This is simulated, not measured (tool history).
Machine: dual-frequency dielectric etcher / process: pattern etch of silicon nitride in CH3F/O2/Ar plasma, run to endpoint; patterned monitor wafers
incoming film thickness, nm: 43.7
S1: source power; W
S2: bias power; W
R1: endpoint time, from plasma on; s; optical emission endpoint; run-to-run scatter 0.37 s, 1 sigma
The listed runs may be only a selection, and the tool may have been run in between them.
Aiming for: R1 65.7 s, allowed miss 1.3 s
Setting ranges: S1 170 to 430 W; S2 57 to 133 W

Run 1, hour 0: S1 300 W, S2 95 W. Result: R1 56.886 s.
Run 2, hour 6.2: S1 300 W, S2 105 W. Result: R1 54.065 s.
Run 3, hour 10.9: S1 340 W, S2 105 W. Result: R1 52.252 s.
Run 4, hour 14: S1 340 W, S2 95 W. Result: R1 53.859 s.
Run 5, hour 16.4: S1 370 W, S2 95 W. Result: R1 51.716 s.
Run 6, hour 22.8: S1 370 W, S2 111 W. Result: R1 49.686 s.
Run 7, hour 29.3: S1 310 W, S2 92 W. Result: R1 56.334 s.
Run 8, hour 33.5: S1 300 W, S2 91 W. Result: R1 57.045 s.
Run 9, hour 36.7: S1 290 W, S2 90 W. Result: R1 57.455 s.

Which of these 5 next moves meets every target?
Run A, hour 39.9: S1 230 W, S2 86 W. Result: R1 ?.
Run B, hour 39.9: S1 280 W, S2 77 W. Result: R1 ?.
Run C, hour 39.9: S1 310 W, S2 74 W. Result: R1 ?.
Run D, hour 39.9: S1 310 W, S2 110 W. Result: R1 ?.
Run E, hour 39.9: S1 370 W, S2 103 W. Result: R1 ?.

move      R1
   A  64.842
   B  61.585
   C  59.661
   D  52.835
   E  50.168
A: each result inside its tolerance
B: better than the last run, though not everything is in spec
C: better than the last run, though not everything is in spec
D: further off than the last run
E: further off than the last run
Correct choice: A, which meets every target
